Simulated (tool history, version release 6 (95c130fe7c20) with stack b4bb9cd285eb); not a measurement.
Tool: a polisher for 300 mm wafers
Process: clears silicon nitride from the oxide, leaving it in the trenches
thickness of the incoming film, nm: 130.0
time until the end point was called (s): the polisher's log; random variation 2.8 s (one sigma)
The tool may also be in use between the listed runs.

run	hour	flow of slurry (ml/min)	pressure of the wafer on the pad (psi)	speed of the pad under the wafer (m/s)	overpolish time after the end point (s)	time until the end point was called (s)
1	0.0	230	3.2	1.24	7	96.511
2	7.7	230	2.9	1.22	7	108.990
3	9.5	230	2.7	1.20	7	124.640
4	15.7	205	2.7	1.20	7	123.550
5	22.8	205	2.6	1.20	7	128.240
6	26.5	205	3.1	1.20	7	108.620

Estimate the outcome of run 7 from the log above:
7	27.8	205	2.9	1.18	7	?

time until the end point was called (s): 118.370
